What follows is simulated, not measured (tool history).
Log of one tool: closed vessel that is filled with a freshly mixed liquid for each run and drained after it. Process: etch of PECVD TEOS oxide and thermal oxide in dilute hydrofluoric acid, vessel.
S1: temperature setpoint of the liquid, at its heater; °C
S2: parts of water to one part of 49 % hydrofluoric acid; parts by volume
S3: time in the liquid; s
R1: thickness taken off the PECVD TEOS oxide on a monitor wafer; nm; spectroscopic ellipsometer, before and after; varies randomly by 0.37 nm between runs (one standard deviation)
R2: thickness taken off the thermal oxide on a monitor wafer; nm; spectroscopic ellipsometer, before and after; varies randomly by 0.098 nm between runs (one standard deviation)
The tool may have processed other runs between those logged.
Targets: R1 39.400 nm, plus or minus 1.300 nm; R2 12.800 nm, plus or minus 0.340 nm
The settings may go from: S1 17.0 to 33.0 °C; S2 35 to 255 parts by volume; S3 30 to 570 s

Run 1, hour 0.0: S1 25.0 °C, S2 145 parts by volume, S3 290 s. Result: R1 30.890 nm, R2 10.055 nm.
Run 2, hour 6.0: S1 26.5 °C, S2 145 parts by volume, S3 290 s. Result: R1 32.157 nm, R2 10.654 nm.
Run 3, hour 7.8: S1 25.0 °C, S2 145 parts by volume, S3 290 s. Result: R1 31.234 nm, R2 10.070 nm.
Run 4, hour 9.1: S1 28.5 °C, S2 145 parts by volume, S3 290 s. Result: R1 34.950 nm, R2 11.342 nm.
Run 5, hour 14.5: S1 28.5 °C, S2 145 parts by volume, S3 390 s. Result: R1 46.747 nm, R2 15.397 nm.
Run 6, hour 19.5: S1 27.5 °C, S2 145 parts by volume, S3 390 s. Result: R1 45.360 nm, R2 14.942 nm.
Run 7, hour 28.0: S1 26.5 °C, S2 145 parts by volume, S3 390 s. Result: R1 44.096 nm, R2 14.185 nm.
Run 8, hour 31.1: S1 26.0 °C, S2 145 parts by volume, S3 390 s. Result: R1 43.753 nm, R2 13.942 nm.
Run 9, hour 33.7: S1 26.0 °C, S2 145 parts by volume, S3 390 s. Result: R1 42.768 nm, R2 14.044 nm.
Run 10, hour 40.1: S1 25.5 °C, S2 145 parts by volume, S3 390 s. Result: R1 43.019 nm, R2 13.825 nm.

Of the 4 settings listed for the next run, only one would bring every result within its allowed miss of target. Which one?
Run A, hour 46.5: S1 25.5 °C, S2 155 parts by volume, S3 465 s. Result: R1 ?, R2 ?.
Run B, hour 46.5: S1 24.5 °C, S2 160 parts by volume, S3 405 s. Result: R1 ?, R2 ?.
Run C, hour 46.5: S1 30.5 °C, S2 140 parts by volume, S3 270 s. Result: R1 ?, R2 ?.
Run D, hour 46.5: S1 25.5 °C, S2 135 parts by volume, S3 335 s. Result: R1 ?, R2 ?.

move      R1      R2
   A  46.568  15.439
   B  37.622  12.473
   C  36.665  12.155
   D  39.448  13.078
A: lands further from the targets than the last run did
B: brings the last run's worst result on target, with another outside its allowed miss
C: takes the result that was furthest off past its target
D: every result lands within tolerance
D meets every target.
